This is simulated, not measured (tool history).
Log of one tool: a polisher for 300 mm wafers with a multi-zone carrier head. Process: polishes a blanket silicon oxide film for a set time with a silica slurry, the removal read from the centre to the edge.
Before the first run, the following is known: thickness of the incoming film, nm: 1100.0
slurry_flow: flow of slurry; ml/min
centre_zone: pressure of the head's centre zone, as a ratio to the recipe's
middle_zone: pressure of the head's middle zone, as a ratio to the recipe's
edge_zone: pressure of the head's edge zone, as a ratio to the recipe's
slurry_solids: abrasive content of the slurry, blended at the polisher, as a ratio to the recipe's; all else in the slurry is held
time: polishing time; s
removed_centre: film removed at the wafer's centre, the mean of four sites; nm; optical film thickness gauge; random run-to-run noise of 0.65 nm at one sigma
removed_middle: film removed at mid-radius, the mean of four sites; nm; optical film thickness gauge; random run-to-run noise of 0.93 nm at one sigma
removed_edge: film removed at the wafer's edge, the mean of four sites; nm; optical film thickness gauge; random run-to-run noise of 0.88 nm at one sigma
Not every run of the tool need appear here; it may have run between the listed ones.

| run | day | slurry_flow | centre_zone | middle_zone | edge_zone | slurry_solids | time | removed_centre | removed_middle | removed_edge |
|---|---|---|---|---|---|---|---|---|---|---|
| 1 | 0 | 235 | 1 | 1 | 1 | 1 | 32 | 117.35 | 116.44 | 121.73 |
| 2 | 0.096 | 235 | 1 | 1 | 0.93 | 1 | 32 | 116.14 | 119.28 | 117.6 |
| 3 | 0.388 | 235 | 1 | 1 | 0.87 | 1 | 32 | 117.39 | 117.7 | 112.43 |
| 4 | 0.638 | 235 | 1 | 1 | 0.95 | 1 | 32 | 116.33 | 117.95 | 117.96 |
|  | 0.967 | edge zone pressure recalibrated |
| 5 | 0.967 | 230 | 0.97 | 0.98 | 0.92 | 0.95 | 32 | 110.79 | 111 | 107.41 |
| 6 | 1.25 | 220 | 0.94 | 0.98 | 0.95 | 0.95 | 32 | 105.84 | 110.09 | 107.76 |
| 7 | 1.592 | 205 | 0.92 | 0.97 | 0.96 | 0.95 | 32 | 105.2 | 108.78 | 109.11 |
| 8 | 1.717 | 205 | 0.84 | 0.93 | 0.86 | 0.8 | 32 | 86.056 | 92.658 | 90.938 |
| 9 | 1.912 | 220 | 0.85 | 0.94 | 0.87 | 0.8 | 32 | 87.255 | 94.911 | 91.407 |

Expected results for the next run?
| 10 | 2.133 | 225 | 0.86 | 0.95 | 0.89 | 0.8 | 32 | ? | ? | ? |

{"run 10": {"removed_centre": 88.365, "removed_middle": 94.529, "removed_edge": 92.363}}
